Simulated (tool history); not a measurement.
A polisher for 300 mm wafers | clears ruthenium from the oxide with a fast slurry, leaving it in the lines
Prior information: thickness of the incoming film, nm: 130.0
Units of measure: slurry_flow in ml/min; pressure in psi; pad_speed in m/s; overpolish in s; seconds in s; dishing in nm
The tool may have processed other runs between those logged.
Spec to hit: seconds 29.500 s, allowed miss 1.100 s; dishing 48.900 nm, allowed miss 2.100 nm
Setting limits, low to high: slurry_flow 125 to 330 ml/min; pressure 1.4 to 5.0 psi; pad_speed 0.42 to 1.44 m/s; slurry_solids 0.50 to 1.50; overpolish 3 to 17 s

run    day  slurry_flow  pressure  pad_speed  slurry_solids  overpolish  seconds  dishing
  1  0.000          210       3.2       0.92           1.00           9   30.332   31.379
  2  0.079          210       3.2       0.92           1.00          12   30.984   41.480
  3  0.267          215       3.3       0.92           1.00          13   29.815   44.997
  4  0.325          215       2.9       0.92           1.00          13   34.113   41.651
  5  0.354          215       3.3       0.92           1.00          13   29.629   45.560
  6  0.538          235       3.3       0.92           1.00          13   29.843   44.726
  7  0.612          230       3.3       0.92           1.00          13   29.500   44.490
  8  0.650          225       3.3       0.92           1.00          13   29.857   45.707

Consider the 5 candidate settings below. Which is the only one whose results all fall within their allowed miss of target?
  A  0.688          235       3.2       0.98           0.95          13        ?        ?
  B  0.688          235       3.5       0.94           0.95          12        ?        ?
  C  0.688          290       3.5       0.80           1.10          14        ?        ?
  D  0.688          230       3.5       0.88           0.90          13        ?        ?
  E  0.688          215       3.2       0.94           1.10          12        ?        ?

move  seconds  dishing
   A   29.460   45.476
   B   28.119   44.170
   C   29.478   48.457
   D   31.157   43.309
   E   28.369   43.830
A: misses by more than the last run did
B: misses by more than the last run did
C: all results in spec
D: misses by more than the last run did
E: misses by more than the last run did
Correct choice: C, which meets every target
